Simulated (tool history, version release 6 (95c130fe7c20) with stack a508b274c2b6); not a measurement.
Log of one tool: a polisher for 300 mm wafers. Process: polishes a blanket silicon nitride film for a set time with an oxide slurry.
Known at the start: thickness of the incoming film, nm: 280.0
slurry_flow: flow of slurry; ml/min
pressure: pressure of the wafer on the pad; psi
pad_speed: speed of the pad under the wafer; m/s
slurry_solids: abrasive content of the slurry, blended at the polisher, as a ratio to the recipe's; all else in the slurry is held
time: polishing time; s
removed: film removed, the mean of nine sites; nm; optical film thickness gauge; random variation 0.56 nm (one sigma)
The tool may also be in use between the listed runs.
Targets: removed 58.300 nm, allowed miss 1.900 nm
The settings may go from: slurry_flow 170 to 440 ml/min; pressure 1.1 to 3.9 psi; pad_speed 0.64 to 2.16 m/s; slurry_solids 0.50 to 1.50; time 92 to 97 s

run,day,slurry_flow,pressure,pad_speed,slurry_solids,time,removed
1,0.000,280,2.5,1.40,1.00,92,44.936
2,0.296,280,2.5,1.40,0.80,92,41.618
3,0.367,280,2.5,1.40,0.80,97,44.389
4,0.567,235,2.5,1.40,0.80,97,42.882
5,0.683,235,2.5,1.40,0.80,97,44.600
6,0.817,235,2.5,1.40,0.80,92,41.084
7,0.958,240,3.2,1.42,0.80,92,51.994
8,1.112,240,3.3,1.42,0.80,92,53.121
9,1.192,240,3.4,1.42,0.80,92,55.476

Which of these 4 next moves meets every target?
A,1.271,270,3.7,1.00,0.80,93,?
B,1.271,230,3.5,1.38,0.80,95,?
C,1.271,290,3.3,1.26,0.75,94,?
D,1.271,230,3.3,1.24,0.80,95,?

move,removed
A,51.725
B,57.366
C,51.133
D,51.636
A: further off than the last run
B: meets every target
C: further off than the last run
D: further off than the last run
The right move is B.

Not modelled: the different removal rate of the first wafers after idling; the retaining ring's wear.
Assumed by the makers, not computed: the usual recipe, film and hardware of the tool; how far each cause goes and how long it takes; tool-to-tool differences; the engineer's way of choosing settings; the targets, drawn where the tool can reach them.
